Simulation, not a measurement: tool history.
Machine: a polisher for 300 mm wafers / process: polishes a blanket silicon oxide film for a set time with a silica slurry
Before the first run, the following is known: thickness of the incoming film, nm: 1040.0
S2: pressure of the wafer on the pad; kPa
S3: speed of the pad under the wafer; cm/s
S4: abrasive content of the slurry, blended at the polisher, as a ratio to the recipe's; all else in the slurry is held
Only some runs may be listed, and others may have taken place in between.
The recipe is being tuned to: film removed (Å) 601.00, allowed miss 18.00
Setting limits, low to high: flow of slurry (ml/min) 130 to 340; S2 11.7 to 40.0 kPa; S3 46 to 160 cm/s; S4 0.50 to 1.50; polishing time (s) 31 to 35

run 1 hour=0.0 | flow_of_slurry_(ml/min)=220 S2=25.5 S3=102 S4=1.00 polishing_time_(s)=35 | film_removed_(Å)=824.51
run 2 hour=3.0 | flow_of_slurry_(ml/min)=220 S2=21.4 S3=102 S4=1.00 polishing_time_(s)=35 | film_removed_(Å)=723.20
run 3 hour=4.7 | flow_of_slurry_(ml/min)=220 S2=21.4 S3=102 S4=1.15 polishing_time_(s)=35 | film_removed_(Å)=762.14
run 4 hour=5.6 | flow_of_slurry_(ml/min)=220 S2=20.0 S3=102 S4=1.15 polishing_time_(s)=35 | film_removed_(Å)=728.58
run 5 hour=8.5 | flow_of_slurry_(ml/min)=170 S2=20.0 S3=102 S4=1.15 polishing_time_(s)=35 | film_removed_(Å)=707.65
run 6 hour=15.4 | flow_of_slurry_(ml/min)=170 S2=19.3 S3=102 S4=1.15 polishing_time_(s)=35 | film_removed_(Å)=686.03
run 7 hour=18.5 | flow_of_slurry_(ml/min)=170 S2=18.6 S3=102 S4=1.15 polishing_time_(s)=35 | film_removed_(Å)=667.41
run 8 hour=23.8 | flow_of_slurry_(ml/min)=170 S2=17.9 S3=102 S4=1.15 polishing_time_(s)=35 | film_removed_(Å)=648.56
run 9 hour=27.8 | flow_of_slurry_(ml/min)=170 S2=17.2 S3=102 S4=1.15 polishing_time_(s)=35 | film_removed_(Å)=638.91
run 10 hour=31.4 | flow_of_slurry_(ml/min)=165 S2=16.5 S3=102 S4=1.15 polishing_time_(s)=35 | film_removed_(Å)=619.53

5 candidate next runs follow, results not yet known. Just one meets every target within its allowed miss. Identify it.
run A hour=35.0 | flow_of_slurry_(ml/min)=165 S2=15.2 S3=108 S4=1.15 polishing_time_(s)=34 | film_removed_(Å)=?
run B hour=35.0 | flow_of_slurry_(ml/min)=170 S2=15.9 S3=100 S4=1.20 polishing_time_(s)=32 | film_removed_(Å)=?
run C hour=35.0 | flow_of_slurry_(ml/min)=155 S2=17.2 S3=102 S4=1.15 polishing_time_(s)=35 | film_removed_(Å)=?
run D hour=35.0 | flow_of_slurry_(ml/min)=245 S2=13.1 S3=92 S4=1.20 polishing_time_(s)=35 | film_removed_(Å)=?
run E hour=35.0 | flow_of_slurry_(ml/min)=165 S2=15.9 S3=92 S4=1.25 polishing_time_(s)=34 | film_removed_(Å)=?

move=A film_removed_(Å)=593.60
move=B film_removed_(Å)=554.59
move=C film_removed_(Å)=624.77
move=D film_removed_(Å)=543.10
move=E film_removed_(Å)=561.36
A: all results in spec
B: takes the biggest miss from the last run beyond its target
C: misses by more than the last run did
D: takes the biggest miss from the last run beyond its target
E: takes the biggest miss from the last run beyond its target
Answer: A

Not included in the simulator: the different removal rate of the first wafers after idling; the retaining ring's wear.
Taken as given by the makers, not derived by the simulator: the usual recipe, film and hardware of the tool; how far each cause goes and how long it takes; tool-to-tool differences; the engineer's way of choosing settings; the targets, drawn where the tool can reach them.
